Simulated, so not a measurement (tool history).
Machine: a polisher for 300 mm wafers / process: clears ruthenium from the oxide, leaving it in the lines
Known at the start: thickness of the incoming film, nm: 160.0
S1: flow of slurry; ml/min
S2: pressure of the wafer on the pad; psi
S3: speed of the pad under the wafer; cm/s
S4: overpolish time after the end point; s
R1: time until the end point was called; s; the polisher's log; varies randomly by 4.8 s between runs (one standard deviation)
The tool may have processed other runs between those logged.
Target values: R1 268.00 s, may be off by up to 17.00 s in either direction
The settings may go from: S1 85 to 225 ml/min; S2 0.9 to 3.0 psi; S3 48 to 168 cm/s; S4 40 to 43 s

run	hour	S1	S2	S3	S4	R1
1	0.0	145	1.9	108	40	128.74
2	7.4	145	1.9	134	40	108.80
3	16.4	145	1.9	146	40	100.96
4	18.4	145	1.5	146	40	118.38
5	24.8	140	1.4	130	40	138.23
6	33.5	140	1.4	142	40	129.86
7	37.5	140	1.4	142	40	134.11
8	40.8	125	0.9	112	40	217.51
9	45.5	125	0.9	106	40	225.72

Pick the move, out of 5, that brings all results within their allowed miss; only one does.
A	50.2	115	0.9	88	43	?
B	50.2	130	0.9	66	40	?
C	50.2	95	0.9	72	43	?
D	50.2	100	0.9	70	43	?
E	50.2	130	0.9	104	43	?

move	R1
A	269.19
B	323.70
C	318.74
D	322.56
E	233.80
A: in spec on every target
B: pushes the last run's worst result past its target
C: pushes the last run's worst result past its target
D: pushes the last run's worst result past its target
E: closer than the last run, but not yet in spec
A meets every target.
